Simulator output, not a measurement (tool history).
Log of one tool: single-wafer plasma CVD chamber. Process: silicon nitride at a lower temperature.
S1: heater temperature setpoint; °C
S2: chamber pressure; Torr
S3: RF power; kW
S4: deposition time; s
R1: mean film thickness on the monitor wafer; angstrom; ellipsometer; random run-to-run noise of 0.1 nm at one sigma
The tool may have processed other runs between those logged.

run 1 hour=0 | S1=335 S2=1.98 S3=0.305 S4=29.6 | R1=342.75
run 2 hour=6 | S1=335 S2=1.83 S3=0.285 S4=29.4 | R1=313.95
run 3 hour=13.2 | S1=335 S2=1.64 S3=0.285 S4=29.4 | R1=305.78
run 4 hour=20.7 | S1=335 S2=1.64 S3=0.285 S4=29.6 | R1=306.59
run 5 hour=22.6 | S1=335 S2=1.54 S3=0.28 S4=29.6 | R1=297.89
-- hour=30.9 RF generator calibrated
run 6 hour=30.9 | S1=335 S2=1.46 S3=0.275 S4=29.6 | R1=303.9

Predict the results of run 7:
run 7 hour=35.7 | S1=335 S2=1.45 S3=0.26 S4=29.4 | R1=?

{"run 7": {"R1": 286.8}}
